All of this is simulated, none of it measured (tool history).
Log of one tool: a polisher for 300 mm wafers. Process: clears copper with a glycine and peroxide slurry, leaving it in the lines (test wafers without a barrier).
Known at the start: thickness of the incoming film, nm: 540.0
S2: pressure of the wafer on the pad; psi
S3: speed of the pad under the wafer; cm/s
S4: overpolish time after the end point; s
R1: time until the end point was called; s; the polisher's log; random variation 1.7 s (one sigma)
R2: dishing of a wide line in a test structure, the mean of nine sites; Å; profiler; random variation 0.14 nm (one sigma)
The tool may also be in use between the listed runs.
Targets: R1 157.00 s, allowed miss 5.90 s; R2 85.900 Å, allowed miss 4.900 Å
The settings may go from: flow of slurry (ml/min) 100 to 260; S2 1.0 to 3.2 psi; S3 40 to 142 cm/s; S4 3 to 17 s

{"run": 1, "day": 0.0, "flow of slurry (ml/min)": 165, "S2": 2.1, "S3": 90, "S4": 9, "R1": 147.04, "R2": 255.65}
{"run": 2, "day": 0.058, "flow of slurry (ml/min)": 160, "S2": 1.7, "S3": 100, "S4": 7, "R1": 159.69, "R2": 182.87}
{"run": 3, "day": 0.162, "flow of slurry (ml/min)": 140, "S2": 1.7, "S3": 100, "S4": 7, "R1": 163.1, "R2": 180.06}
{"run": 4, "day": 0.321, "flow of slurry (ml/min)": 125, "S2": 1.5, "S3": 112, "S4": 6, "R1": 170.14, "R2": 153.24}
{"run": 5, "day": 0.479, "flow of slurry (ml/min)": 125, "S2": 1.3, "S3": 122, "S4": 5, "R1": 178.87, "R2": 123.58}
{"run": 6, "day": 0.583, "flow of slurry (ml/min)": 125, "S2": 1.3, "S3": 142, "S4": 5, "R1": 164.39, "R2": 131.89}
{"run": 7, "day": 0.729, "flow of slurry (ml/min)": 160, "S2": 1.2, "S3": 142, "S4": 4, "R1": 169.49, "R2": 105.44}
{"run": 8, "day": 0.775, "flow of slurry (ml/min)": 195, "S2": 1.2, "S3": 142, "S4": 4, "R1": 166.07, "R2": 106.14}
{"run": 9, "day": 1.054, "flow of slurry (ml/min)": 215, "S2": 1.2, "S3": 142, "S4": 4, "R1": 162.91, "R2": 107.06}
{"run": 10, "day": 1.275, "flow of slurry (ml/min)": 230, "S2": 1.2, "S3": 142, "S4": 4, "R1": 164.98, "R2": 108.82}
{"run": 11, "day": 1.383, "flow of slurry (ml/min)": 240, "S2": 1.2, "S3": 142, "S4": 4, "R1": 160.99, "R2": 106.03}
{"run": 12, "day": 1.425, "flow of slurry (ml/min)": 245, "S2": 1.2, "S3": 142, "S4": 4, "R1": 163.64, "R2": 108.67}
{"run": 13, "day": 1.775, "flow of slurry (ml/min)": 250, "S2": 1.2, "S3": 142, "S4": 4, "R1": 161.48, "R2": 110.2}
{"run": 14, "day": 1.842, "flow of slurry (ml/min)": 245, "S2": 1.2, "S3": 142, "S4": 4, "R1": 158.99, "R2": 108.45}
{"run": 15, "day": 2.183, "flow of slurry (ml/min)": 250, "S2": 1.2, "S3": 142, "S4": 4, "R1": 162.92, "R2": 111.66}
{"run": 16, "day": 2.4, "flow of slurry (ml/min)": 200, "S2": 1.2, "S3": 142, "S4": 4, "R1": 162.06, "R2": 106.93}

4 next moves are on the table. One of them brings every result within its allowed miss. Which?
{"run": "A", "day": 2.617, "flow of slurry (ml/min)": 215, "S2": 1.4, "S3": 136, "S4": 5, "R1": "?", "R2": "?"}
{"run": "B", "day": 2.617, "flow of slurry (ml/min)": 140, "S2": 1.2, "S3": 142, "S4": 5, "R1": "?", "R2": "?"}
{"run": "C", "day": 2.617, "flow of slurry (ml/min)": 200, "S2": 1.2, "S3": 132, "S4": 5, "R1": "?", "R2": "?"}
{"run": "D", "day": 2.617, "flow of slurry (ml/min)": 215, "S2": 1.3, "S3": 136, "S4": 3, "R1": "?", "R2": "?"}

move=A R1=150.33 R2=142.040
move=B R1=170.32 R2=126.050
move=C R1=169.84 R2=126.460
move=D R1=157.73 R2=83.884
A: further off than the last run
B: further off than the last run
C: further off than the last run
D: meets every target
The right move is D.

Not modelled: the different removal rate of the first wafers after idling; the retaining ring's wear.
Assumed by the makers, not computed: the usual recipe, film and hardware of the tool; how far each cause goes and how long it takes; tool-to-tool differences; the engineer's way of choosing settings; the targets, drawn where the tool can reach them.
